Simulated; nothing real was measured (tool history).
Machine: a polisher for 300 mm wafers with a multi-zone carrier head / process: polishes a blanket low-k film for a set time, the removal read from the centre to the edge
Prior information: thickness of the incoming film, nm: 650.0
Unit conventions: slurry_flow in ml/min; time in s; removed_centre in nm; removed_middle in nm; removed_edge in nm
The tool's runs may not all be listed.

run	hour	slurry_flow	centre_zone	middle_zone	edge_zone	slurry_solids	time	removed_centre	removed_middle	removed_edge
1	0.0	265	1.00	1.00	1.00	1.00	50	19.691	20.621	20.329
2	8.2	265	1.00	1.00	1.00	0.80	50	18.131	18.984	18.726
3	9.2	265	1.00	1.00	1.00	0.65	50	17.018	17.547	17.158
4	11.6	275	1.01	1.03	1.03	0.80	50	18.570	19.302	19.044
5	19.0	280	1.01	1.06	1.04	0.90	50	19.308	21.107	19.780
6	23.2	280	1.01	1.06	1.04	0.85	50	18.833	20.282	19.478
7	26.1	285	1.01	1.08	1.06	0.95	50	19.902	21.787	20.461
8	31.4	295	0.96	1.11	1.16	1.20	52	21.394	25.315	24.399
9	36.1	300	0.97	1.12	1.16	1.25	52	21.959	25.356	24.779
10	37.9	305	0.97	1.13	1.15	1.30	52	22.483	26.581	24.969

Run 11 is up next; what results do you expect?
11	44.2	310	0.97	1.14	1.16	1.35	52	?	?	?

removed_centre: 22.658 nm
removed_middle: 26.674 nm
removed_edge: 25.762 nm

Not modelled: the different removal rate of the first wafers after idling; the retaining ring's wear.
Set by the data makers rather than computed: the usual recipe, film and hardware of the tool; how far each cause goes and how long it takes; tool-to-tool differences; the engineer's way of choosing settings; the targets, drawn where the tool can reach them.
